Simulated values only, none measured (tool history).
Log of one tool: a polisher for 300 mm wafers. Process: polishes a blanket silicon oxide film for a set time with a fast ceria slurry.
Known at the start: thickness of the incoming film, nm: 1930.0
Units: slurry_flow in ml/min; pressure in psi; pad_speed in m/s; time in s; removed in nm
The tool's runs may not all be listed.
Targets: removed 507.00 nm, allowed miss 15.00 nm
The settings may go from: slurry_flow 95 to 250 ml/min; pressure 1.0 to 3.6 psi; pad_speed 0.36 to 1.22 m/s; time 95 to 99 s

run	hour	slurry_flow	pressure	pad_speed	time	removed
1	0.0	160	2.3	0.78	95	991.93
2	4.8	160	2.6	0.78	95	1120.90
3	10.0	155	2.2	0.76	95	929.09
4	11.7	115	2.2	0.76	95	867.56
5	12.5	115	2.4	0.76	95	948.17
6	20.5	115	2.1	0.76	95	834.38
7	22.3	110	1.5	0.74	95	584.76
8	25.2	105	1.2	0.74	95	461.02
9	33.9	110	1.2	0.74	95	467.05
10	36.8	115	1.2	0.74	95	472.61
11	39.7	120	1.2	0.74	95	479.43

4 next moves are on the table. One of them brings every result within its allowed miss. Which?
A	42.6	155	1.5	0.54	99	?
B	42.6	110	1.0	0.86	98	?
C	42.6	120	1.2	0.72	95	?
D	42.6	115	1.2	0.68	98	?

move	removed
A	504.44
B	461.10
C	467.41
D	455.34
A: meets every target
B: further off than the last run
C: further off than the last run
D: further off than the last run
Move A is the one to make.

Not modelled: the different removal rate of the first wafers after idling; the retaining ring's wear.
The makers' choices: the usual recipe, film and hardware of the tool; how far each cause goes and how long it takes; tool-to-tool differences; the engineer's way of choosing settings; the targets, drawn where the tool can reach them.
